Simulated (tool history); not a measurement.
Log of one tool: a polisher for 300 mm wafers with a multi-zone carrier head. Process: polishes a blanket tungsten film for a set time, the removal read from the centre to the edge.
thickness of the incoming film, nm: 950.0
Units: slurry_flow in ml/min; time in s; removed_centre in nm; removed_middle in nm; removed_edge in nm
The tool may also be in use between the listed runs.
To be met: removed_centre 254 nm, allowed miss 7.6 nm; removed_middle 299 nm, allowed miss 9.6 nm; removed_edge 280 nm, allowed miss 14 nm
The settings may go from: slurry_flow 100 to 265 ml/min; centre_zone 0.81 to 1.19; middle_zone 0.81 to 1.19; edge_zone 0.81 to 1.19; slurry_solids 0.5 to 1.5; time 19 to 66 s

run,hour,slurry_flow,centre_zone,middle_zone,edge_zone,slurry_solids,time,removed_centre,removed_middle,removed_edge
1,0,170,1,1,1,1,42,353.17,358.37,350.98
2,2.7,165,0.97,1,0.98,0.95,42,342.15,343.35,338.02
3,10.3,160,0.94,1.02,0.98,0.9,42,321.65,342.92,338.12
4,13.8,120,0.94,1.02,0.98,0.9,42,298.14,323.52,321.77
5,21.7,120,0.93,1.03,0.96,0.85,42,292.19,329.22,319.19
6,23,120,0.92,1.03,0.94,0.8,42,293.97,321.94,309.83
7,29,120,0.9,1.03,0.93,0.75,42,280.89,307.99,312.44
8,35.5,115,0.9,1.04,0.92,0.75,42,281.01,309.4,297.5
9,42.2,115,0.89,1.05,0.92,0.75,42,282.88,313.57,308.7
10,50.5,110,0.89,1.07,0.92,0.7,42,271.94,311.65,295.24

Which of these 5 next moves meets every target?
A,58.8,100,0.94,1.01,0.86,0.55,47,?,?,?
B,58.8,100,0.87,1.17,1.06,0.75,41,?,?,?
C,58.8,105,0.81,1.15,0.98,0.5,45,?,?,?
D,58.8,105,0.87,1.1,0.9,0.95,42,?,?,?
E,58.8,105,0.9,1.1,0.97,0.9,38,?,?,?

move,removed_centre,removed_middle,removed_edge
A,289.27,309.52,310.44
B,252.83,321.88,310.8
C,253.8,332.01,312.48
D,275.2,331.61,312.96
E,251.87,297.03,289.43
A: further off than the last run
B: brings the result that was furthest off to its target, and leaves another outside
C: brings the result that was furthest off to its target, and leaves another outside
D: further off than the last run
E: meets every target
Move E is the one to make.
